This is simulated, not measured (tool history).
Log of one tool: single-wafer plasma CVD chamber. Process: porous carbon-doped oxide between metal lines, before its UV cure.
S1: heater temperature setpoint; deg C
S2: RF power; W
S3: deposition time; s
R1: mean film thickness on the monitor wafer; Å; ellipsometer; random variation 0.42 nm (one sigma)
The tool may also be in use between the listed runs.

run	hour	S1	S2	S3	R1
1	0.0	305	595	21.7	1360.1
2	8.8	311	585	21.7	1311.1
3	11.4	311	585	21.7	1299.6
4	20.3	304	585	21.7	1355.9
5	28.6	304	655	21.7	1433.1
6	31.5	304	655	21.7	1430.0
7	34.6	311	620	21.7	1343.0
8	37.8	311	620	21.7	1340.8
9	39.6	316	600	21.7	1278.0
10	44.1	320	595	21.7	1254.8
11	52.1	322	585	21.7	1235.3

The next listed run, before its measurement:
12	56.5	324	580	21.7	?

Run 12 gave R1 1212.3 Å.
